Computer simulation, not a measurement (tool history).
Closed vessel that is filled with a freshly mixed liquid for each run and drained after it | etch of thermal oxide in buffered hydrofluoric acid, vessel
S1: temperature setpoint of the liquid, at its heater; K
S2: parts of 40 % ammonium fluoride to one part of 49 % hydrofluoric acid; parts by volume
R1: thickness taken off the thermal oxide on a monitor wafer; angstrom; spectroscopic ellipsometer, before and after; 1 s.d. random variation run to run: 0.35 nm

{"run": 1, "day": 0.0, "S1": 298.15, "S2": 17, "time in the liquid (s)": 30, "R1": 214.22}
{"run": 2, "day": 0.258, "S1": 298.15, "S2": 17, "time in the liquid (s)": 30, "R1": 216.56}
{"run": 3, "day": 0.517, "S1": 298.15, "S2": 13.5, "time in the liquid (s)": 30, "R1": 271.48}
{"run": 4, "day": 0.633, "S1": 300.15, "S2": 11.5, "time in the liquid (s)": 30, "R1": 345.18}
{"run": 5, "day": 0.654, "S1": 301.65, "S2": 10.5, "time in the liquid (s)": 30, "R1": 414.11}
{"run": 6, "day": 1.012, "S1": 299.65, "S2": 10.5, "time in the liquid (s)": 30, "R1": 373.76}
{"run": 7, "day": 1.083, "S1": 301.15, "S2": 10, "time in the liquid (s)": 30, "R1": 421.06}
{"run": 8, "day": 1.279, "S1": 302.15, "S2": 9.5, "time in the liquid (s)": 30, "R1": 458.37}
{"run": 9, "day": 1.467, "S1": 303.15, "S2": 9, "time in the liquid (s)": 30, "R1": 499.67}

Run 10 is up next; what results do you expect?
{"run": 10, "day": 1.825, "S1": 303.65, "S2": 8.5, "time in the liquid (s)": 30, "R1": "?"}

{"run 10": {"R1": 550.81}}

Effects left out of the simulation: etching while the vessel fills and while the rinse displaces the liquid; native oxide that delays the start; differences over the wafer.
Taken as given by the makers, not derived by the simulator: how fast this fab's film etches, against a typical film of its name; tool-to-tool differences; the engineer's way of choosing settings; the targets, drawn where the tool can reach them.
